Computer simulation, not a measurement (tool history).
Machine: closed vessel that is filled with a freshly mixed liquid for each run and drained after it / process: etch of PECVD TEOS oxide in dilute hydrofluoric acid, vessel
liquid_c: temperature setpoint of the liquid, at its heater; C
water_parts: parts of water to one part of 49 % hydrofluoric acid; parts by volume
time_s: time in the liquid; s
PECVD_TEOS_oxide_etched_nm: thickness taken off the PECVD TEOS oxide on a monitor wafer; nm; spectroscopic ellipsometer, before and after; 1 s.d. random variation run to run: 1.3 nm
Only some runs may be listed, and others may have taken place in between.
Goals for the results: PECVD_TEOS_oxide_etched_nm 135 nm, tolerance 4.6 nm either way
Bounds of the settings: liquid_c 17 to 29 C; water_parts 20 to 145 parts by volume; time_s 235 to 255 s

Run 1, hour 0: liquid_c 21 C, water_parts 80 parts by volume, time_s 235 s. Result: PECVD_TEOS_oxide_etched_nm 65.331 nm.
Run 2, hour 4.9: liquid_c 22.5 C, water_parts 75 parts by volume, time_s 235 s. Result: PECVD_TEOS_oxide_etched_nm 76.911 nm.
Run 3, hour 6.5: liquid_c 24 C, water_parts 70 parts by volume, time_s 235 s. Result: PECVD_TEOS_oxide_etched_nm 86.745 nm.
Run 4, hour 8.8: liquid_c 22 C, water_parts 70 parts by volume, time_s 235 s. Result: PECVD_TEOS_oxide_etched_nm 80.627 nm.
Run 5, hour 13: liquid_c 23.5 C, water_parts 65 parts by volume, time_s 235 s. Result: PECVD_TEOS_oxide_etched_nm 91.978 nm.
Run 6, hour 18: liquid_c 23.5 C, water_parts 55 parts by volume, time_s 235 s. Result: PECVD_TEOS_oxide_etched_nm 110.42 nm.
Run 7, hour 23.8: liquid_c 23.5 C, water_parts 55 parts by volume, time_s 235 s. Result: PECVD_TEOS_oxide_etched_nm 110.33 nm.
Run 8, hour 28: liquid_c 24.5 C, water_parts 55 parts by volume, time_s 235 s. Result: PECVD_TEOS_oxide_etched_nm 113.18 nm.
Run 9, hour 30.9: liquid_c 25.5 C, water_parts 55 parts by volume, time_s 235 s. Result: PECVD_TEOS_oxide_etched_nm 119.24 nm.
Run 10, hour 35.5: liquid_c 26 C, water_parts 55 parts by volume, time_s 235 s. Result: PECVD_TEOS_oxide_etched_nm 122.15 nm.
Run 11, hour 37.6: liquid_c 26.5 C, water_parts 55 parts by volume, time_s 235 s. Result: PECVD_TEOS_oxide_etched_nm 122.96 nm.
Run 12, hour 42.9: liquid_c 27 C, water_parts 55 parts by volume, time_s 235 s. Result: PECVD_TEOS_oxide_etched_nm 126.81 nm.
Run 13, hour 47: liquid_c 27 C, water_parts 55 parts by volume, time_s 235 s. Result: PECVD_TEOS_oxide_etched_nm 128.63 nm.
Run 14, hour 55.5: liquid_c 27.5 C, water_parts 55 parts by volume, time_s 235 s. Result: PECVD_TEOS_oxide_etched_nm 126.87 nm.

Pick the move, out of 5, that brings all results within their allowed miss; only one does.
Run A, hour 64: liquid_c 25 C, water_parts 55 parts by volume, time_s 245 s. Result: PECVD_TEOS_oxide_etched_nm ?.
Run B, hour 64: liquid_c 26.5 C, water_parts 60 parts by volume, time_s 245 s. Result: PECVD_TEOS_oxide_etched_nm ?.
Run C, hour 64: liquid_c 26.5 C, water_parts 55 parts by volume, time_s 255 s. Result: PECVD_TEOS_oxide_etched_nm ?.
Run D, hour 64: liquid_c 27.5 C, water_parts 60 parts by volume, time_s 235 s. Result: PECVD_TEOS_oxide_etched_nm ?.
Run E, hour 64: liquid_c 27 C, water_parts 60 parts by volume, time_s 235 s. Result: PECVD_TEOS_oxide_etched_nm ?.

move  PECVD_TEOS_oxide_etched_nm
   A                      121.36
   B                      117.38
   C                      134.21
   D                      117.16
   E                      114.85
A: moves away from the targets compared with the last run
B: moves away from the targets compared with the last run
C: every result lands within tolerance
D: moves away from the targets compared with the last run
E: moves away from the targets compared with the last run
C meets every target.
